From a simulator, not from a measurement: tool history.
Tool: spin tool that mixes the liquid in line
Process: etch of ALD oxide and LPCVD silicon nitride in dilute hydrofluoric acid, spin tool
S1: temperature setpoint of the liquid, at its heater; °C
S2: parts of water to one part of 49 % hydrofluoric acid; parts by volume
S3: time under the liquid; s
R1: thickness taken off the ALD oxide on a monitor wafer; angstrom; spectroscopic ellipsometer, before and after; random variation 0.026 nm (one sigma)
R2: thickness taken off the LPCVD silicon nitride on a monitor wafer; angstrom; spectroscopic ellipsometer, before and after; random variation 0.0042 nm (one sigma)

run 1 day=0 | S1=23 S2=115 S3=180 | R1=159.31 R2=5.9763
run 2 day=0.333 | S1=23 S2=150 S3=180 | R1=116.16 R2=4.5179
run 3 day=0.625 | S1=23 S2=125 S3=180 | R1=143.65 R2=5.5394
run 4 day=0.725 | S1=26 S2=125 S3=180 | R1=162.15 R2=6.8658
run 5 day=0.954 | S1=25.5 S2=135 S3=165 | R1=131.23 R2=5.7798
run 6 day=1.2 | S1=24 S2=135 S3=165 | R1=127.27 R2=5.0908

The next listed run, before its measurement:
run 7 day=1.408 | S1=20.5 S2=185 S3=75 | R1=? R2=?

Run 7 gave R1 34.22 angstrom, R2 1.3465 angstrom.
